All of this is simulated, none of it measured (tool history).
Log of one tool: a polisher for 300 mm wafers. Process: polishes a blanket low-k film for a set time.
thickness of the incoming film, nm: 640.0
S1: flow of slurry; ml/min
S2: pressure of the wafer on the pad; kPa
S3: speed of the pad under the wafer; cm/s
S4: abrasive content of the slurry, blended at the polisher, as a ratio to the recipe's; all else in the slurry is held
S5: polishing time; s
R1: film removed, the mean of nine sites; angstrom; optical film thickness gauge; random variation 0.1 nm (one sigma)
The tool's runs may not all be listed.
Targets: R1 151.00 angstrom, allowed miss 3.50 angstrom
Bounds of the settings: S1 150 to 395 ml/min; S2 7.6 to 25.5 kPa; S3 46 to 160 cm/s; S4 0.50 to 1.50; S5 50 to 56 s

Run 1, hour 0.0: S1 250 ml/min, S2 16.5 kPa, S3 102 cm/s, S4 1.00, S5 56 s. Result: R1 253.16 angstrom.
Run 2, hour 8.6: S1 315 ml/min, S2 16.5 kPa, S3 102 cm/s, S4 1.00, S5 56 s. Result: R1 254.02 angstrom.
Run 3, hour 11.2: S1 315 ml/min, S2 15.9 kPa, S3 102 cm/s, S4 1.00, S5 56 s. Result: R1 244.20 angstrom.
Run 4, hour 13.1: S1 315 ml/min, S2 13.8 kPa, S3 102 cm/s, S4 1.00, S5 56 s. Result: R1 213.14 angstrom.
Run 5, hour 19.5: S1 255 ml/min, S2 13.8 kPa, S3 102 cm/s, S4 1.00, S5 56 s. Result: R1 211.51 angstrom.
Run 6, hour 26.4: S1 255 ml/min, S2 13.8 kPa, S3 102 cm/s, S4 1.00, S5 56 s. Result: R1 210.77 angstrom.
Run 7, hour 33.6: S1 255 ml/min, S2 13.1 kPa, S3 102 cm/s, S4 1.00, S5 56 s. Result: R1 197.88 angstrom.
Run 8, hour 39.3: S1 255 ml/min, S2 12.4 kPa, S3 102 cm/s, S4 1.00, S5 56 s. Result: R1 190.16 angstrom.
Run 9, hour 46.8: S1 255 ml/min, S2 10.3 kPa, S3 102 cm/s, S4 1.00, S5 56 s. Result: R1 158.49 angstrom.

5 next moves are on the table. One of them brings every result within its allowed miss. Which?
Run A, hour 54.3: S1 235 ml/min, S2 9.7 kPa, S3 108 cm/s, S4 1.15, S5 54 s. Result: R1 ?.
Run B, hour 54.3: S1 255 ml/min, S2 9.7 kPa, S3 106 cm/s, S4 1.10, S5 56 s. Result: R1 ?.
Run C, hour 54.3: S1 265 ml/min, S2 13.8 kPa, S3 96 cm/s, S4 0.75, S5 50 s. Result: R1 ?.
Run D, hour 54.3: S1 265 ml/min, S2 11.7 kPa, S3 102 cm/s, S4 0.90, S5 56 s. Result: R1 ?.
Run E, hour 54.3: S1 285 ml/min, S2 11.0 kPa, S3 92 cm/s, S4 1.05, S5 55 s. Result: R1 ?.

move      R1
   A  159.73
   B  161.56
   C  153.93
   D  171.29
   E  163.03
A: further off than the last run
B: further off than the last run
C: meets every target
D: further off than the last run
E: further off than the last run
The right move is C.
